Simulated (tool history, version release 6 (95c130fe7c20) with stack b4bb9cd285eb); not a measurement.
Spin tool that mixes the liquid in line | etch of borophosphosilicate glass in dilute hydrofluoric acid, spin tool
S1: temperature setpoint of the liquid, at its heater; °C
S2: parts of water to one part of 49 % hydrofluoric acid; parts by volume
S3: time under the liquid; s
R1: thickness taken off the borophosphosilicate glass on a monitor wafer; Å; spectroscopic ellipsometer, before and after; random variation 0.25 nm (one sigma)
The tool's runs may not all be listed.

Run 1, hour 0.0: S1 23.0 °C, S2 295 parts by volume, S3 85 s. Result: R1 121.59 Å.
Run 2, hour 5.5: S1 23.0 °C, S2 340 parts by volume, S3 85 s. Result: R1 102.17 Å.
Run 3, hour 13.4: S1 24.0 °C, S2 315 parts by volume, S3 85 s. Result: R1 117.17 Å.
Run 4, hour 17.6: S1 25.0 °C, S2 295 parts by volume, S3 85 s. Result: R1 130.98 Å.
Run 5, hour 25.9: S1 25.0 °C, S2 295 parts by volume, S3 90 s. Result: R1 140.58 Å.
Run 6, hour 30.3: S1 21.5 °C, S2 295 parts by volume, S3 90 s. Result: R1 123.23 Å.
Run 7, hour 39.2: S1 23.0 °C, S2 280 parts by volume, S3 90 s. Result: R1 141.06 Å.

Expected results for the next run?
Run 8, hour 44.7: S1 24.0 °C, S2 265 parts by volume, S3 90 s. Result: R1 ?.

Run 8 produced R1 154.70 Å.

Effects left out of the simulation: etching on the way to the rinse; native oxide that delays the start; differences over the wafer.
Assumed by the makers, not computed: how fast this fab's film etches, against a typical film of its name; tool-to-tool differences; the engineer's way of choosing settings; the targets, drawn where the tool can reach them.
